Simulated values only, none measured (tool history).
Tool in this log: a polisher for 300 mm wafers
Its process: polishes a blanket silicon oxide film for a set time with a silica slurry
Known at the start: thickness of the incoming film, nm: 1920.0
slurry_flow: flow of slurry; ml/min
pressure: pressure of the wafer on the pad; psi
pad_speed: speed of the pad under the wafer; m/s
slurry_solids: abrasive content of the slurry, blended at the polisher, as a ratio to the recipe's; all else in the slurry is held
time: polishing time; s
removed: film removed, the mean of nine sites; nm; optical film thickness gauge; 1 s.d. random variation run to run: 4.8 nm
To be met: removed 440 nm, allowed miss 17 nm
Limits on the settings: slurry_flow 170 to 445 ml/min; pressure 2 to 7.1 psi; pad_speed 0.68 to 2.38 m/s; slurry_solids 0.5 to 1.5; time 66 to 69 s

Run 1, hour 0: slurry_flow 285 ml/min, pressure 4.5 psi, pad_speed 1.52 m/s, slurry_solids 1, time 66 s. Result: removed 281.23 nm.
Run 2, hour 6.4: slurry_flow 285 ml/min, pressure 4.5 psi, pad_speed 1.76 m/s, slurry_solids 1, time 66 s. Result: removed 315.32 nm.
Run 3, hour 9: slurry_flow 285 ml/min, pressure 4.5 psi, pad_speed 1.46 m/s, slurry_solids 1, time 66 s. Result: removed 274.53 nm.
Run 4, hour 10.9: slurry_flow 285 ml/min, pressure 5.1 psi, pad_speed 1.48 m/s, slurry_solids 1, time 66 s. Result: removed 304.27 nm.
Run 5, hour 14.8: slurry_flow 330 ml/min, pressure 5.1 psi, pad_speed 1.48 m/s, slurry_solids 1, time 66 s. Result: removed 302.85 nm.
Run 6, hour 23: slurry_flow 260 ml/min, pressure 5.1 psi, pad_speed 1.48 m/s, slurry_solids 1, time 66 s. Result: removed 293.99 nm.
Run 7, hour 25.8: slurry_flow 270 ml/min, pressure 5.8 psi, pad_speed 1.54 m/s, slurry_solids 1, time 66 s. Result: removed 332.02 nm.
Run 8, hour 34: slurry_flow 275 ml/min, pressure 6.2 psi, pad_speed 1.62 m/s, slurry_solids 1, time 66 s. Result: removed 364.72 nm.
Run 9, hour 40.3: slurry_flow 275 ml/min, pressure 6.5 psi, pad_speed 1.66 m/s, slurry_solids 1, time 66 s. Result: removed 378.16 nm.
Run 10, hour 42.8: slurry_flow 275 ml/min, pressure 6.7 psi, pad_speed 1.72 m/s, slurry_solids 1, time 66 s. Result: removed 402.28 nm.
Run 11, hour 48.9: slurry_flow 275 ml/min, pressure 6.8 psi, pad_speed 1.74 m/s, slurry_solids 1, time 66 s. Result: removed 399.37 nm.
Run 12, hour 54.1: slurry_flow 275 ml/min, pressure 6.9 psi, pad_speed 1.78 m/s, slurry_solids 1, time 66 s. Result: removed 407.15 nm.

Which of these 4 next moves meets every target?
Run A, hour 59.3: slurry_flow 260 ml/min, pressure 6.5 psi, pad_speed 1.84 m/s, slurry_solids 0.95, time 67 s. Result: removed ?.
Run B, hour 59.3: slurry_flow 265 ml/min, pressure 6.7 psi, pad_speed 1.82 m/s, slurry_solids 0.9, time 66 s. Result: removed ?.
Run C, hour 59.3: slurry_flow 310 ml/min, pressure 5.8 psi, pad_speed 1.84 m/s, slurry_solids 1, time 66 s. Result: removed ?.
Run D, hour 59.3: slurry_flow 310 ml/min, pressure 6.7 psi, pad_speed 1.96 m/s, slurry_solids 1.05, time 66 s. Result: removed ?.

move  removed
   A   404.19
   B    396.7
   C   379.78
   D   445.85
A: lands further from the targets than the last run did
B: lands further from the targets than the last run did
C: lands further from the targets than the last run did
D: meets every target
So the answer is move D, the one that meets all the targets.
